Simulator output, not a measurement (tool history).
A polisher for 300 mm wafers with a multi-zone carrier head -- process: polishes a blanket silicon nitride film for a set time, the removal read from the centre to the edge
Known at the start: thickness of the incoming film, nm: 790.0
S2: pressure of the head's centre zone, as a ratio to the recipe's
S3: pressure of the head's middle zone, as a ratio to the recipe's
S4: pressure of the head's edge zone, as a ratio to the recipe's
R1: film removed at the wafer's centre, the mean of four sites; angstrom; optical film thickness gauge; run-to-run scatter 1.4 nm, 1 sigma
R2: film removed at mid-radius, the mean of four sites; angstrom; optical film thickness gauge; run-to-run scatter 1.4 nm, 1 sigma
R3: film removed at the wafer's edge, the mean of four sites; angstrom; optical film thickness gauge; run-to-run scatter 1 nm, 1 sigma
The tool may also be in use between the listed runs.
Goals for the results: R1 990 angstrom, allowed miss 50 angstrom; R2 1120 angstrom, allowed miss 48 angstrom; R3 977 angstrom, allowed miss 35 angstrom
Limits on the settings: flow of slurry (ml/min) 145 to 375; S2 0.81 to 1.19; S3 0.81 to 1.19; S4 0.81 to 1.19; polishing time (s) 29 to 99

{"run": 1, "hour": 0.0, "flow of slurry (ml/min)": 240, "S2": 1, "S3": 1, "S4": 1, "polishing time (s)": 64, "R1": 1041.5, "R2": 1011.3, "R3": 1066.4}
{"run": 2, "hour": 5.1, "flow of slurry (ml/min)": 240, "S2": 1.08, "S3": 1, "S4": 1, "polishing time (s)": 64, "R1": 1107.3, "R2": 1045.9, "R3": 1044.8}
{"run": 3, "hour": 8.0, "flow of slurry (ml/min)": 210, "S2": 1.08, "S3": 1, "S4": 1, "polishing time (s)": 64, "R1": 1072.4, "R2": 1004.9, "R3": 1045.5}
{"run": 4, "hour": 16.9, "flow of slurry (ml/min)": 215, "S2": 1.07, "S3": 1.02, "S4": 0.99, "polishing time (s)": 64, "R1": 1059.1, "R2": 1014.3, "R3": 1041.5}
{"run": 5, "hour": 23.6, "flow of slurry (ml/min)": 215, "S2": 1.01, "S3": 1.02, "S4": 0.99, "polishing time (s)": 64, "R1": 1003.1, "R2": 1050.3, "R3": 1043.8}
{"run": 6, "hour": 26.3, "flow of slurry (ml/min)": 215, "S2": 1.01, "S3": 1.02, "S4": 0.99, "polishing time (s)": 76, "R1": 1200.5, "R2": 1214.3, "R3": 1228.9}
{"hour": 27.8, "done": "worn pad replaced by a new one"}
{"run": 7, "hour": 27.8, "flow of slurry (ml/min)": 215, "S2": 1.01, "S3": 1.03, "S4": 0.98, "polishing time (s)": 75, "R1": 1323.6, "R2": 1352.1, "R3": 1327.6}
{"run": 8, "hour": 29.6, "flow of slurry (ml/min)": 225, "S2": 1.01, "S3": 1.05, "S4": 0.99, "polishing time (s)": 72, "R1": 1272.4, "R2": 1359.5, "R3": 1306.3}

Which one of the following 4 next-run settings gets every result inside its allowed miss? There is exactly one.
{"run": "A", "hour": 31.4, "flow of slurry (ml/min)": 230, "S2": 1.01, "S3": 1.12, "S4": 1.04, "polishing time (s)": 85, "R1": "?", "R2": "?", "R3": "?"}
{"run": "B", "hour": 31.4, "flow of slurry (ml/min)": 145, "S2": 0.89, "S3": 0.97, "S4": 1.13, "polishing time (s)": 81, "R1": "?", "R2": "?", "R3": "?"}
{"run": "C", "hour": 31.4, "flow of slurry (ml/min)": 270, "S2": 0.99, "S3": 1.19, "S4": 0.98, "polishing time (s)": 61, "R1": "?", "R2": "?", "R3": "?"}
{"run": "D", "hour": 31.4, "flow of slurry (ml/min)": 215, "S2": 1.05, "S3": 1.19, "S4": 0.99, "polishing time (s)": 54, "R1": "?", "R2": "?", "R3": "?"}

move=A R1=1488.7 R2=1670.9 R3=1562.7
move=B R1=1171.8 R2=1333.5 R3=1476.3
move=C R1=1066.3 R2=1284 R3=1110.6
move=D R1=976.1 R2=1110.3 R3=969.61
A: misses by more than the last run did
B: misses by more than the last run did
C: closes in on the targets versus the last run, not all within tolerance yet
D: in spec on every target
D is the move that brings every result within its allowed miss.

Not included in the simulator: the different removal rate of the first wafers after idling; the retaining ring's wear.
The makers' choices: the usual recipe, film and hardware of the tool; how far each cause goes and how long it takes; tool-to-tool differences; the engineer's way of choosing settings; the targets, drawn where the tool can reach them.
